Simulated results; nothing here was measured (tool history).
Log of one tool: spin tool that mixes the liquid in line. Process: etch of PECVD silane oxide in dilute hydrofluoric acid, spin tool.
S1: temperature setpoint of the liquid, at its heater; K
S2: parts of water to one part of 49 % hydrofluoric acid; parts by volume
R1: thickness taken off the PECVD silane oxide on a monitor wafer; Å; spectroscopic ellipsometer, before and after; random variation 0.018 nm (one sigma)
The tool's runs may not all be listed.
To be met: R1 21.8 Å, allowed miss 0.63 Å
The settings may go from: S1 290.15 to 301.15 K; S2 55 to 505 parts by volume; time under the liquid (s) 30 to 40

{"run": 1, "hour": 0.0, "S1": 293.15, "S2": 280, "time under the liquid (s)": 40, "R1": 43.039}
{"run": 2, "hour": 5.1, "S1": 291.65, "S2": 280, "time under the liquid (s)": 40, "R1": 41.38}
{"run": 3, "hour": 12.4, "S1": 291.65, "S2": 295, "time under the liquid (s)": 40, "R1": 38.954}
{"run": 4, "hour": 18.0, "S1": 291.65, "S2": 305, "time under the liquid (s)": 40, "R1": 36.764}
{"run": 5, "hour": 22.4, "S1": 291.65, "S2": 240, "time under the liquid (s)": 40, "R1": 49.255}
{"run": 6, "hour": 27.2, "S1": 291.65, "S2": 255, "time under the liquid (s)": 40, "R1": 46.157}
{"run": 7, "hour": 27.8, "S1": 291.65, "S2": 270, "time under the liquid (s)": 40, "R1": 43.026}
{"run": 8, "hour": 34.8, "S1": 290.15, "S2": 380, "time under the liquid (s)": 40, "R1": 26.545}
{"run": 9, "hour": 43.2, "S1": 290.15, "S2": 385, "time under the liquid (s)": 40, "R1": 25.807}
{"run": 10, "hour": 46.9, "S1": 290.15, "S2": 390, "time under the liquid (s)": 40, "R1": 25.309}
{"run": 11, "hour": 53.6, "S1": 290.15, "S2": 395, "time under the liquid (s)": 40, "R1": 25.604}
{"run": 12, "hour": 57.4, "S1": 290.15, "S2": 400, "time under the liquid (s)": 40, "R1": 24.644}
{"run": 13, "hour": 59.5, "S1": 290.15, "S2": 405, "time under the liquid (s)": 40, "R1": 24.433}
{"run": 14, "hour": 67.0, "S1": 290.15, "S2": 410, "time under the liquid (s)": 40, "R1": 23.952}
{"run": 15, "hour": 73.0, "S1": 290.15, "S2": 425, "time under the liquid (s)": 40, "R1": 22.781}
{"run": 16, "hour": 78.2, "S1": 290.15, "S2": 430, "time under the liquid (s)": 40, "R1": 22.555}

5 next moves are on the table. One of them brings every result within its allowed miss. Which?
{"run": "A", "hour": 83.4, "S1": 290.65, "S2": 385, "time under the liquid (s)": 35, "R1": "?"}
{"run": "B", "hour": 83.4, "S1": 290.15, "S2": 365, "time under the liquid (s)": 30, "R1": "?"}
{"run": "C", "hour": 83.4, "S1": 290.15, "S2": 375, "time under the liquid (s)": 30, "R1": "?"}
{"run": "D", "hour": 83.4, "S1": 290.65, "S2": 445, "time under the liquid (s)": 40, "R1": "?"}
{"run": "E", "hour": 83.4, "S1": 290.15, "S2": 405, "time under the liquid (s)": 40, "R1": "?"}

move=A R1=23.35
move=B R1=21.062
move=C R1=20.339
move=D R1=22.037
move=E R1=24.528
A: further off than the last run
B: takes the result that was furthest off past its target
C: takes the result that was furthest off past its target
D: meets every target
E: further off than the last run
Move D is the one to make.
